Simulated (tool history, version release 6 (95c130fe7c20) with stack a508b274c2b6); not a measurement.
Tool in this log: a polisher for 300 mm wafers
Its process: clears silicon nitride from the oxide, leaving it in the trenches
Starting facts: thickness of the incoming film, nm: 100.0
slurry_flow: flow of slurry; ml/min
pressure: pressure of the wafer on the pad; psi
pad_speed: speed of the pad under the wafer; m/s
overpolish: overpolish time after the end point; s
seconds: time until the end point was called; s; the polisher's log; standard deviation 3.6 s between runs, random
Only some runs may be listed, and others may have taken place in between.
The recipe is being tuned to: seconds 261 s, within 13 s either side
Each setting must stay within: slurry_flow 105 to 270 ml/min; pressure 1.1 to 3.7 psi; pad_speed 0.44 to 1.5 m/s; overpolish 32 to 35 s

run    day  slurry_flow  pressure  pad_speed  overpolish  seconds
  1      0          175       2.4       0.96          32   110.05
  2  0.342          175       2.4       1.08          32   96.413
  3  0.492          175       2.4       1.08          32   97.008
  4  0.692          170         2       0.96          32   129.78
  5  0.883          170         2       0.96          32    127.6
  6  0.967          170       2.4       0.96          32    111.1
  7  1.142          165         2       0.86          32   143.91
  8  1.188          165       1.7        0.8          32   183.45
  9  1.225          165       1.5       0.78          32   207.79
 10  1.412          165       1.5       0.78          32   210.87
 11  1.775          165       1.4       0.78          32   220.17
 12  1.992          165       1.3       0.78          32   240.31
 13  2.146          165       1.1       0.78          32   282.47

Exactly one of the 4 candidate moves below puts every result within its allowed miss. Which one?
  A  2.3          190       1.1       0.72          32        ?
  B  2.3          125       1.4       0.68          32        ?
  C  2.3          175       1.3       0.62          32        ?
  D  2.3          185       1.1        0.7          32        ?

move  seconds
   A   298.15
   B   267.99
   C   297.29
   D   307.41
A: its largest miss is bigger than the last run's
B: each result inside its tolerance
C: its largest miss is bigger than the last run's
D: its largest miss is bigger than the last run's
B is the move that brings every result within its allowed miss.
